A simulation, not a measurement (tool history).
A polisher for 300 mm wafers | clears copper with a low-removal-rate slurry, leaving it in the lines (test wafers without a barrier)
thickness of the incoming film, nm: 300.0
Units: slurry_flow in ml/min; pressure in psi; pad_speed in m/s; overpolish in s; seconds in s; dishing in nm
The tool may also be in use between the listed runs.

{"run": 1, "hour": 0.0, "slurry_flow": 285, "pressure": 2.6, "pad_speed": 1.2, "slurry_solids": 1, "overpolish": 26, "seconds": 107.69, "dishing": 46.664}
{"run": 2, "hour": 6.3, "slurry_flow": 290, "pressure": 2.7, "pad_speed": 1.2, "slurry_solids": 1, "overpolish": 21, "seconds": 105.93, "dishing": 40.155}
{"run": 3, "hour": 12.8, "slurry_flow": 290, "pressure": 2.7, "pad_speed": 1.2, "slurry_solids": 1, "overpolish": 29, "seconds": 106.14, "dishing": 51.811}
{"run": 4, "hour": 15.8, "slurry_flow": 290, "pressure": 2.8, "pad_speed": 1.2, "slurry_solids": 1, "overpolish": 23, "seconds": 101.13, "dishing": 44.202}
{"run": 5, "hour": 22.2, "slurry_flow": 290, "pressure": 2.8, "pad_speed": 1.2, "slurry_solids": 1.15, "overpolish": 23, "seconds": 96.957, "dishing": 45.415}
{"run": 6, "hour": 29.3, "slurry_flow": 290, "pressure": 2.8, "pad_speed": 1.2, "slurry_solids": 1.25, "overpolish": 23, "seconds": 96.423, "dishing": 46.63}
{"run": 7, "hour": 36.9, "slurry_flow": 285, "pressure": 2.9, "pad_speed": 1.2, "slurry_solids": 1.2, "overpolish": 19, "seconds": 95.142, "dishing": 40.975}
{"run": 8, "hour": 40.7, "slurry_flow": 295, "pressure": 3.1, "pad_speed": 1.2, "slurry_solids": 1.15, "overpolish": 11, "seconds": 91.465, "dishing": 26.056}
{"run": 9, "hour": 48.0, "slurry_flow": 280, "pressure": 3, "pad_speed": 1.22, "slurry_solids": 1.2, "overpolish": 12, "seconds": 90.454, "dishing": 28.681}
{"run": 10, "hour": 52.1, "slurry_flow": 280, "pressure": 2.9, "pad_speed": 1.22, "slurry_solids": 1.25, "overpolish": 13, "seconds": 91.67, "dishing": 29.637}

The next listed run, before its measurement:
{"run": 11, "hour": 59.5, "slurry_flow": 280, "pressure": 2.9, "pad_speed": 1.22, "slurry_solids": 1.25, "overpolish": 14, "seconds": "?", "dishing": "?"}

seconds: 92.319 s
dishing: 32.193 nm
